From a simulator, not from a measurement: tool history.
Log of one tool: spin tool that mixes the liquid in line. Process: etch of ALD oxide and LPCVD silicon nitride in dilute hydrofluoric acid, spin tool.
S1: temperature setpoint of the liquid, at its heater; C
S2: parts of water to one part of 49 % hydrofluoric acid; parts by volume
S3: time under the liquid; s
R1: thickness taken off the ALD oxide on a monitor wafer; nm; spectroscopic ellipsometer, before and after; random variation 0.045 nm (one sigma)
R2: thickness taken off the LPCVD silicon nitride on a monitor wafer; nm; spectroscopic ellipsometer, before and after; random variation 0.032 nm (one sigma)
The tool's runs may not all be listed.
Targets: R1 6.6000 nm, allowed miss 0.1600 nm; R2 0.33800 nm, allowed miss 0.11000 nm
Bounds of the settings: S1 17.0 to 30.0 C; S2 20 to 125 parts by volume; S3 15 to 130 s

run,hour,S1,S2,S3,R1,R2
1,0.0,22.0,70,65,8.0376,0.42551
2,6.7,19.0,70,65,7.0172,0.34214
3,13.7,21.0,70,65,7.6762,0.37434
4,19.4,21.0,50,65,10.9080,0.59432
5,20.5,21.0,35,65,16.0320,0.86443
6,28.5,20.0,45,65,11.7470,0.55910
7,30.2,19.5,55,65,9.2823,0.46869
8,35.3,18.5,60,65,8.1639,0.38250
9,44.2,18.0,65,65,7.3972,0.32385
10,47.6,18.0,70,65,6.7937,0.29444
11,55.5,18.5,70,65,6.9631,0.30809
12,61.1,18.5,70,60,6.4145,0.30153

4 next moves are on the table. One of them brings every result within its allowed miss. Which?
A,66.7,19.0,85,80,?,?
B,66.7,19.0,50,45,?,?
C,66.7,20.5,80,70,?,?
D,66.7,22.0,60,45,?,?

move,R1,R2
A,7.1013,0.32664
B,7.0683,0.30789
C,7.0676,0.33613
D,6.6040,0.31713
A: takes the result that was furthest off past its target
B: takes the result that was furthest off past its target
C: takes the result that was furthest off past its target
D: meets every target
The right move is D.
